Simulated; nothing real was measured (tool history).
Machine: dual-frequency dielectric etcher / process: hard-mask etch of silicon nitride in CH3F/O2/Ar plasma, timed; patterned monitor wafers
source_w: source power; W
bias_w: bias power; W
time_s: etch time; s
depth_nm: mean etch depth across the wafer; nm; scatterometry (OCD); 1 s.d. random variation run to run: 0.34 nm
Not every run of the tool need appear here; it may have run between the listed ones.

run	day	source_w	bias_w	time_s	depth_nm
1	0	430	95	120.5	95.371
2	0.246	380	89	120	87.163
3	0.383	450	89	120	92.311
4	0.633	400	86	120	86.505
5	0.758	360	86	120	82.757
6	1.038	340	86	120	81.705
7	1.088	320	86	120	79.256

Run 8 is up next; what results do you expect?
8	1.196	310	86	120	?

depth_nm: 78.551 nm

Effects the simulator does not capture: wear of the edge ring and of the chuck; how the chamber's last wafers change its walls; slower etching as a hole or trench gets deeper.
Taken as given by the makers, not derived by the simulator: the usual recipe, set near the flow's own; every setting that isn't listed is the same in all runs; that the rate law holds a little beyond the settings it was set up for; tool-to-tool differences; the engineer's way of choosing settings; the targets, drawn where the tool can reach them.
